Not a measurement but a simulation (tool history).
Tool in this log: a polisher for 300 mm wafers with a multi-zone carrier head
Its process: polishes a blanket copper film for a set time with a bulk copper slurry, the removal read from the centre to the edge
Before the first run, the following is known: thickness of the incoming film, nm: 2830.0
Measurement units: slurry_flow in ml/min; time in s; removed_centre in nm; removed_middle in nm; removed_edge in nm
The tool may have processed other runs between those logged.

run  hour  slurry_flow  centre_zone  middle_zone  edge_zone  slurry_solids  time  removed_centre  removed_middle  removed_edge
  1     0          250            1            1          1              1    58          376.98          370.95        392.97
  2   6.6          250            1            1          1              1    51          333.45          328.38        346.46
  3     8          235         0.96         0.94          1           0.85    47          284.66           269.1        300.58
  4  10.7          235         0.96         0.94          1              1    47          286.56          283.06        318.13
  5  19.2          220         0.91          0.9       0.99           0.85    46           257.7          250.44        296.13
  6  21.6          220         0.91          0.9       0.94           0.85    46          257.82          252.87        284.45

The next listed run, before its measurement:
  7    24          210         0.88         0.87       0.94           0.75    45               ?               ?             ?

Run 7 produced removed_centre 232.22 nm, removed_middle 230.81 nm, removed_edge 265.97 nm.
